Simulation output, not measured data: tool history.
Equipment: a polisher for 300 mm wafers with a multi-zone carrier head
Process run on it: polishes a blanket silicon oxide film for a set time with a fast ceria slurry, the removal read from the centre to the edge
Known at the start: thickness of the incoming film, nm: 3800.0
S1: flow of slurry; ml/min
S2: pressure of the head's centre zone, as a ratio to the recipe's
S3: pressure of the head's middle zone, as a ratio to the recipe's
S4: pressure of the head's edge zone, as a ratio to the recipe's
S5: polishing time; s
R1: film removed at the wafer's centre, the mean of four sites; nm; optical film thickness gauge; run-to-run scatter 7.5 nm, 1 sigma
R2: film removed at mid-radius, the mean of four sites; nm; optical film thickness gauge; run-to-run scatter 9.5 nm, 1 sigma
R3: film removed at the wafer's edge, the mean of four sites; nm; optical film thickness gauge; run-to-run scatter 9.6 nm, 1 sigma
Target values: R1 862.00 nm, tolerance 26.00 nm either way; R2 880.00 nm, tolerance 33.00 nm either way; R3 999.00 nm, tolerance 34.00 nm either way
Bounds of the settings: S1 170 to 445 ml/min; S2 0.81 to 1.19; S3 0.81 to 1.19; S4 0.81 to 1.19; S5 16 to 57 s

| run | hour | S1 | S2 | S3 | S4 | S5 | R1 | R2 | R3 |
|---|---|---|---|---|---|---|---|---|---|
| 1 | 0.0 | 285 | 1.00 | 1.00 | 1.00 | 36 | 665.67 | 667.78 | 665.19 |
| 2 | 2.9 | 285 | 1.08 | 1.00 | 1.00 | 36 | 699.61 | 667.40 | 665.82 |
| 3 | 3.9 | 285 | 1.08 | 0.95 | 1.00 | 36 | 713.27 | 631.18 | 674.04 |
| 4 | 4.9 | 285 | 1.04 | 0.96 | 1.05 | 39 | 728.42 | 695.75 | 736.50 |
| 5 | 8.2 | 285 | 1.04 | 0.96 | 1.05 | 34 | 643.89 | 609.50 | 641.02 |
| 6 | 16.1 | 280 | 1.02 | 0.95 | 1.08 | 38 | 697.51 | 685.07 | 724.93 |
| 7 | 22.1 | 285 | 0.97 | 0.88 | 1.18 | 48 | 853.19 | 822.45 | 951.66 |
| 8 | 23.5 | 285 | 0.96 | 0.89 | 1.18 | 48 | 837.64 | 811.93 | 954.96 |
| 9 | 24.6 | 290 | 0.96 | 0.91 | 1.18 | 48 | 842.89 | 822.43 | 956.78 |
| 10 | 28.6 | 290 | 0.96 | 0.93 | 1.18 | 48 | 843.82 | 836.54 | 956.43 |
| 11 | 32.6 | 290 | 0.95 | 0.94 | 1.18 | 48 | 821.53 | 845.87 | 978.50 |
| 12 | 36.1 | 295 | 0.96 | 0.95 | 1.18 | 48 | 846.70 | 866.68 | 941.15 |
| 13 | 44.5 | 290 | 0.96 | 0.94 | 1.18 | 48 | 843.03 | 854.77 | 978.21 |

Of the 5 settings listed for the next run, only one would bring every result within its allowed miss of target. Which one?
| A | 52.9 | 300 | 0.93 | 0.97 | 1.14 | 48 | ? | ? | ? |
| B | 52.9 | 285 | 0.95 | 0.94 | 1.19 | 50 | ? | ? | ? |
| C | 52.9 | 435 | 0.95 | 1.05 | 1.14 | 46 | ? | ? | ? |
| D | 52.9 | 360 | 0.91 | 0.81 | 1.10 | 51 | ? | ? | ? |
| E | 52.9 | 170 | 0.95 | 0.89 | 1.19 | 52 | ? | ? | ? |

| move | R1 | R2 | R3 |
|---|---|---|---|
| A | 817.88 | 865.51 | 938.77 |
| B | 865.64 | 873.81 | 993.97 |
| C | 827.35 | 912.92 | 919.03 |
| D | 863.82 | 804.60 | 995.47 |
| E | 840.27 | 816.66 | 987.97 |
A: the worst result of the last run now meets its target, but another is out of spec
B: every result lands within tolerance
C: the worst result of the last run now meets its target, but another is out of spec
D: the biggest miss grows against the last run
E: the biggest miss grows against the last run
Answer: B
